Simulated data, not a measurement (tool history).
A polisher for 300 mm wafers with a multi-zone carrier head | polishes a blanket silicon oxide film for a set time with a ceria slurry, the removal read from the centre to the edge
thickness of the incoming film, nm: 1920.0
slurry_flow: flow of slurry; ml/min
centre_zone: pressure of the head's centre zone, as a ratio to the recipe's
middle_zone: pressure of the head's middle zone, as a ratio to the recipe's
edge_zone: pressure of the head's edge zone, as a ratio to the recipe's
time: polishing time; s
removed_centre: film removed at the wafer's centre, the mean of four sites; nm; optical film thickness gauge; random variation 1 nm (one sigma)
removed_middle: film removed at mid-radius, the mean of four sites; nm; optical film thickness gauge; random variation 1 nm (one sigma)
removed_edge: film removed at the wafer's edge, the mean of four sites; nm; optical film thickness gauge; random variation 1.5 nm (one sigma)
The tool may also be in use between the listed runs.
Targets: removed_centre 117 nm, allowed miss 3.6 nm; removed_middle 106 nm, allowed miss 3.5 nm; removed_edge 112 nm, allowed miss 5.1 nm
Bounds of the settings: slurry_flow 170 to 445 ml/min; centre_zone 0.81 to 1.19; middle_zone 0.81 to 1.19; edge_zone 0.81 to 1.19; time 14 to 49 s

{"run": 1, "hour": 0.0, "slurry_flow": 285, "centre_zone": 1, "middle_zone": 1, "edge_zone": 1, "time": 31, "removed_centre": 188.87, "removed_middle": 189.92, "removed_edge": 186.74}
{"run": 2, "hour": 8.4, "slurry_flow": 285, "centre_zone": 0.94, "middle_zone": 1, "edge_zone": 1, "time": 31, "removed_centre": 186.15, "removed_middle": 189.19, "removed_edge": 186.73}
{"run": 3, "hour": 10.4, "slurry_flow": 285, "centre_zone": 0.94, "middle_zone": 1, "edge_zone": 1.09, "time": 31, "removed_centre": 183.49, "removed_middle": 189.63, "removed_edge": 195.58}
{"run": 4, "hour": 14.5, "slurry_flow": 280, "centre_zone": 0.94, "middle_zone": 0.96, "edge_zone": 1.04, "time": 27, "removed_centre": 159.25, "removed_middle": 161.54, "removed_edge": 167.58}
{"run": 5, "hour": 22.6, "slurry_flow": 275, "centre_zone": 0.96, "middle_zone": 0.92, "edge_zone": 0.99, "time": 24, "removed_centre": 142.67, "removed_middle": 139.64, "removed_edge": 144.02}
{"run": 6, "hour": 23.8, "slurry_flow": 270, "centre_zone": 0.97, "middle_zone": 0.89, "edge_zone": 0.96, "time": 23, "removed_centre": 136.26, "removed_middle": 132.06, "removed_edge": 133.8}
{"run": 7, "hour": 27.4, "slurry_flow": 265, "centre_zone": 0.98, "middle_zone": 0.87, "edge_zone": 0.96, "time": 22, "removed_centre": 133.64, "removed_middle": 123.73, "removed_edge": 131.14}
{"run": 8, "hour": 36.3, "slurry_flow": 260, "centre_zone": 0.95, "middle_zone": 0.82, "edge_zone": 0.86, "time": 18, "removed_centre": 106.82, "removed_middle": 99.046, "removed_edge": 100.78}
{"run": 9, "hour": 40.2, "slurry_flow": 275, "centre_zone": 0.96, "middle_zone": 0.83, "edge_zone": 0.89, "time": 18, "removed_centre": 106.89, "removed_middle": 99.282, "removed_edge": 102.06}
{"run": 10, "hour": 42.1, "slurry_flow": 270, "centre_zone": 0.98, "middle_zone": 0.84, "edge_zone": 0.91, "time": 18, "removed_centre": 107.99, "removed_middle": 99.78, "removed_edge": 102.67}
{"run": 11, "hour": 47.3, "slurry_flow": 270, "centre_zone": 0.99, "middle_zone": 0.85, "edge_zone": 0.93, "time": 18, "removed_centre": 109.82, "removed_middle": 101.09, "removed_edge": 106.38}
{"run": 12, "hour": 47.8, "slurry_flow": 270, "centre_zone": 1, "middle_zone": 0.86, "edge_zone": 0.94, "time": 18, "removed_centre": 110.71, "removed_middle": 99.775, "removed_edge": 107.66}
{"run": 13, "hour": 49.2, "slurry_flow": 270, "centre_zone": 1, "middle_zone": 0.87, "edge_zone": 0.94, "time": 18, "removed_centre": 109.91, "removed_middle": 101.87, "removed_edge": 104.42}
{"run": 14, "hour": 56.6, "slurry_flow": 310, "centre_zone": 1.03, "middle_zone": 0.87, "edge_zone": 1.02, "time": 19, "removed_centre": 119.92, "removed_middle": 108.7, "removed_edge": 119.8}

Which of these 4 next moves meets every target?
{"run": "A", "hour": 64.0, "slurry_flow": 260, "centre_zone": 0.99, "middle_zone": 0.83, "edge_zone": 1.12, "time": 20, "removed_centre": "?", "removed_middle": "?", "removed_edge": "?"}
{"run": "B", "hour": 64.0, "slurry_flow": 315, "centre_zone": 1, "middle_zone": 0.83, "edge_zone": 0.93, "time": 19, "removed_centre": "?", "removed_middle": "?", "removed_edge": "?"}
{"run": "C", "hour": 64.0, "slurry_flow": 180, "centre_zone": 1.11, "middle_zone": 0.82, "edge_zone": 1.12, "time": 20, "removed_centre": "?", "removed_middle": "?", "removed_edge": "?"}
{"run": "D", "hour": 64.0, "slurry_flow": 305, "centre_zone": 0.95, "middle_zone": 0.82, "edge_zone": 1.18, "time": 20, "removed_centre": "?", "removed_middle": "?", "removed_edge": "?"}

move=A removed_centre=119.99 removed_middle=109.3 removed_edge=128.36
move=B removed_centre=116.8 removed_middle=105.62 removed_edge=112.79
move=C removed_centre=122.78 removed_middle=104.39 removed_edge=124.7
move=D removed_centre=119.08 removed_middle=110.13 removed_edge=133.3
A: further off than the last run
B: meets every target
C: further off than the last run
D: further off than the last run
The right move is B.
